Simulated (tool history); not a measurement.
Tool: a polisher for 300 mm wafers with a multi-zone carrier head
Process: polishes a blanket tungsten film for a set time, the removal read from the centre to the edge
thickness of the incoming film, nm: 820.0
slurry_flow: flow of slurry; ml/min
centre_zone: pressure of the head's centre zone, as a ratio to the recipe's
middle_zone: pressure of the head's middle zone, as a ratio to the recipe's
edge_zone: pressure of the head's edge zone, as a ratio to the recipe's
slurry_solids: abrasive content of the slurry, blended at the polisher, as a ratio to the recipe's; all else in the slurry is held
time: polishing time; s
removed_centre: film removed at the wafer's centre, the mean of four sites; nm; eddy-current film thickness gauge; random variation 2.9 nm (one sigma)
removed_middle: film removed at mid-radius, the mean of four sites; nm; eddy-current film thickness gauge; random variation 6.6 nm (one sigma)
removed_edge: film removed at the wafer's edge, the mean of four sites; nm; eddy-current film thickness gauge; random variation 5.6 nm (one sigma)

run 1 hour=0 | slurry_flow=185 centre_zone=1 middle_zone=1 edge_zone=1 slurry_solids=1 time=55 | removed_centre=327.71 removed_middle=341.77 removed_edge=319.43
run 2 hour=0.6 | slurry_flow=185 centre_zone=1 middle_zone=1 edge_zone=1 slurry_solids=1.15 time=55 | removed_centre=334.33 removed_middle=346.98 removed_edge=321.19
run 3 hour=3.5 | slurry_flow=205 centre_zone=1.04 middle_zone=1.04 edge_zone=1.05 slurry_solids=1.25 time=56 | removed_centre=359.53 removed_middle=376.03 removed_edge=345.91
run 4 hour=4.4 | slurry_flow=205 centre_zone=1.09 middle_zone=1.04 edge_zone=1.05 slurry_solids=1.25 time=56 | removed_centre=372.6 removed_middle=369.32 removed_edge=348.64
run 5 hour=11.1 | slurry_flow=220 centre_zone=1.12 middle_zone=1.07 edge_zone=1.05 slurry_solids=1.35 time=57 | removed_centre=402.48 removed_middle=394.93 removed_edge=364.21
run 6 hour=14.1 | slurry_flow=230 centre_zone=1.13 middle_zone=1.09 edge_zone=1.06 slurry_solids=1.4 time=57 | removed_centre=416.3 removed_middle=403.55 removed_edge=353.48
run 7 hour=18.3 | slurry_flow=225 centre_zone=1.12 middle_zone=1.1 edge_zone=1.08 slurry_solids=1.45 time=58 | removed_centre=420.73 removed_middle=427.57 removed_edge=376.86

Forecast run 8:
run 8 hour=23.2 | slurry_flow=230 centre_zone=1.13 middle_zone=1.1 edge_zone=1.09 slurry_solids=1.45 time=58 | removed_centre=? removed_middle=? removed_edge=?

Run 8 gave removed_centre 421.79 nm, removed_middle 413.53 nm, removed_edge 363.09 nm.
